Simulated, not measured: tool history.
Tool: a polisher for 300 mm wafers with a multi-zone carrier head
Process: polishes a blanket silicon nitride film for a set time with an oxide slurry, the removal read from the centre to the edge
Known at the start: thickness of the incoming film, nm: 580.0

run	hour	flow of slurry (ml/min)	pressure of the head's centre zone	pressure of the head's middle zone	pressure of the head's edge zone	abrasive content of the slurry	polishing time (s)	film removed at the wafer's centre (nm)	film removed at mid-radius (nm)	film removed at the wafer's edge (nm)
1	0	170	1	1	1	1	88	47.634	47.76	47.901
2	0.6	195	1	1	1	1	88	48.96	49.507	48.108
3	9.3	195	1	1	1	0.9	88	46.616	46.64	45.27
4	12.2	180	0.95	0.98	0.99	0.85	88	41.829	44.205	44.358
5	18.5	175	0.92	0.96	0.96	0.8	88	38.954	41.15	42.214
6	20.2	175	0.92	0.96	0.96	0.6	88	33.01	34.672	35.938
7	22.6	170	0.91	0.97	0.98	0.6	88	32.531	35.273	35.076
8	24.7	170	0.89	0.96	0.98	0.65	88	33.298	36.563	37.771

The next listed run, before its measurement:
9	30.2	165	0.88	0.96	0.98	0.65	88	?	?	?

{"run 9": {"film removed at the wafer's centre (nm)": 32.676, "film removed at mid-radius (nm)": 36.977, "film removed at the wafer's edge (nm)": 37.771}}

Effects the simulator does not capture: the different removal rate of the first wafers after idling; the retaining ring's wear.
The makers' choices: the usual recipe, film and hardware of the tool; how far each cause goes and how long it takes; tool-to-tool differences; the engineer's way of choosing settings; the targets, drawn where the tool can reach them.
